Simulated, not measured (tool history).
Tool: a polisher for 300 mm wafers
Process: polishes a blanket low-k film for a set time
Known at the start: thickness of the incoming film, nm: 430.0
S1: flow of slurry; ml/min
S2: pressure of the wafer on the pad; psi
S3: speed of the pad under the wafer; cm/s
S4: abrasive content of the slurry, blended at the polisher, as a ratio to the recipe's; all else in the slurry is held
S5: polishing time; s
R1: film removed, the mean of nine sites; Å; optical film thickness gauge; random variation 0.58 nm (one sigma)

{"run": 1, "hour": 0.0, "S1": 210, "S2": 2.1, "S3": 102, "S4": 1, "S5": 100, "R1": 387.53}
{"run": 2, "hour": 2.7, "S1": 215, "S2": 2.4, "S3": 102, "S4": 1, "S5": 100, "R1": 439.01}
{"run": 3, "hour": 8.4, "S1": 215, "S2": 2.4, "S3": 102, "S4": 1, "S5": 105, "R1": 454.47}
{"run": 4, "hour": 13.9, "S1": 215, "S2": 2.4, "S3": 102, "S4": 0.8, "S5": 105, "R1": 417.4}
{"hour": 17.9, "done": "head pressure recalibrated"}
{"run": 5, "hour": 17.9, "S1": 215, "S2": 2.4, "S3": 102, "S4": 1, "S5": 105, "R1": 481.26}
{"run": 6, "hour": 18.5, "S1": 220, "S2": 2.6, "S3": 102, "S4": 1, "S5": 105, "R1": 519.88}
{"run": 7, "hour": 27.3, "S1": 230, "S2": 2.7, "S3": 102, "S4": 1, "S5": 105, "R1": 544.4}

The next listed run, before its measurement:
{"run": 8, "hour": 36.2, "S1": 235, "S2": 2.8, "S3": 102, "S4": 1, "S5": 105, "R1": "?"}

{"run 8": {"R1": 564.57}}
